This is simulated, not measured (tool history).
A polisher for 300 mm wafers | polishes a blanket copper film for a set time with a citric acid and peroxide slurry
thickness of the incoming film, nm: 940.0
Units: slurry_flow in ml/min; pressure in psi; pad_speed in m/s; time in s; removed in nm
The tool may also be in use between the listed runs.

run  hour  slurry_flow  pressure  pad_speed  slurry_solids  time  removed
  1   0.0          165       2.1       0.92            1.0    44   59.303
  2   7.5          165       2.1       0.92            1.2    44   60.654
  3  12.2          165       2.6       0.92            1.2    44   74.297
  4  20.9          145       2.6       0.92            1.2    44   72.399
  5  22.7          165       2.6       0.92            1.2    44   74.171
  6  25.9          165       2.6       0.92            1.0    44   72.456
  7  32.0          165       2.4       0.92            1.0    44   65.780
  8  37.0          165       2.2       0.92            1.0    44   61.765
  9  46.0          165       2.1       0.92            1.0    44   58.070
 10  48.8          165       2.0       0.92            1.0    44   55.210

Forecast run 11:
 11  54.5          160       1.9       0.92            1.0    44        ?

{"run 11": {"removed": 53.6}}
